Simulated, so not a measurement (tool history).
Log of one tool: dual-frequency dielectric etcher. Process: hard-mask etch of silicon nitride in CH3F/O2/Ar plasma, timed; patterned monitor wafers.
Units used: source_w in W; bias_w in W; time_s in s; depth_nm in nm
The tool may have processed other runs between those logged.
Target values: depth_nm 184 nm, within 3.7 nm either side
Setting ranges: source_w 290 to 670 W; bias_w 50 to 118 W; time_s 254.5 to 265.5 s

{"run": 1, "hour": 0.0, "source_w": 480, "bias_w": 84, "time_s": 254.5, "depth_nm": 212.74}
{"run": 2, "hour": 8.4, "source_w": 480, "bias_w": 91, "time_s": 254.5, "depth_nm": 219.91}
{"run": 3, "hour": 13.6, "source_w": 440, "bias_w": 89, "time_s": 254.5, "depth_nm": 206.14}
{"run": 4, "hour": 14.2, "source_w": 440, "bias_w": 77, "time_s": 254.5, "depth_nm": 198.52}
{"run": 5, "hour": 15.2, "source_w": 440, "bias_w": 77, "time_s": 254.5, "depth_nm": 196.27}
{"run": 6, "hour": 23.1, "source_w": 440, "bias_w": 77, "time_s": 265.5, "depth_nm": 204.94}
{"run": 7, "hour": 30.3, "source_w": 340, "bias_w": 72, "time_s": 265, "depth_nm": 167.31}
{"run": 8, "hour": 36.9, "source_w": 410, "bias_w": 73, "time_s": 265, "depth_nm": 192.84}

Which single option among these 4 for the next run brings every result within its allowed miss of target? Just one does.
{"run": "A", "hour": 43.5, "source_w": 440, "bias_w": 79, "time_s": 255.5, "depth_nm": "?"}
{"run": "B", "hour": 43.5, "source_w": 400, "bias_w": 95, "time_s": 265.5, "depth_nm": "?"}
{"run": "C", "hour": 43.5, "source_w": 430, "bias_w": 62, "time_s": 258.5, "depth_nm": "?"}
{"run": "D", "hour": 43.5, "source_w": 480, "bias_w": 75, "time_s": 255.5, "depth_nm": "?"}

move=A depth_nm=198.51
move=B depth_nm=206.29
move=C depth_nm=183.36
move=D depth_nm=205.95
A: misses by more than the last run did
B: misses by more than the last run did
C: hits every target within its allowed miss
D: misses by more than the last run did
C meets every target.
